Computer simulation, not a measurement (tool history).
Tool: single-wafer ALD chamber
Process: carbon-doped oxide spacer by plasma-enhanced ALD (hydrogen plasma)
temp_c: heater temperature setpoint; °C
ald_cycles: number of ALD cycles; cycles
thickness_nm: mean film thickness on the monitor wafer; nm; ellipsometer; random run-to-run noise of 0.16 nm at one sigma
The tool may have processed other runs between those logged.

run 1 day=0.000 | temp_c=420 ald_cycles=507 | thickness_nm=23.392
run 2 day=0.362 | temp_c=418 ald_cycles=525 | thickness_nm=24.235
run 3 day=0.650 | temp_c=417 ald_cycles=543 | thickness_nm=25.321
run 4 day=1.062 | temp_c=417 ald_cycles=519 | thickness_nm=24.358
run 5 day=1.204 | temp_c=406 ald_cycles=519 | thickness_nm=24.914
run 6 day=1.475 | temp_c=402 ald_cycles=519 | thickness_nm=25.515
run 7 day=1.538 | temp_c=401 ald_cycles=531 | thickness_nm=26.174

Expected results for the next run?
run 8 day=1.817 | temp_c=400 ald_cycles=540 | thickness_nm=?

{"run 8": {"thickness_nm": 26.291}}
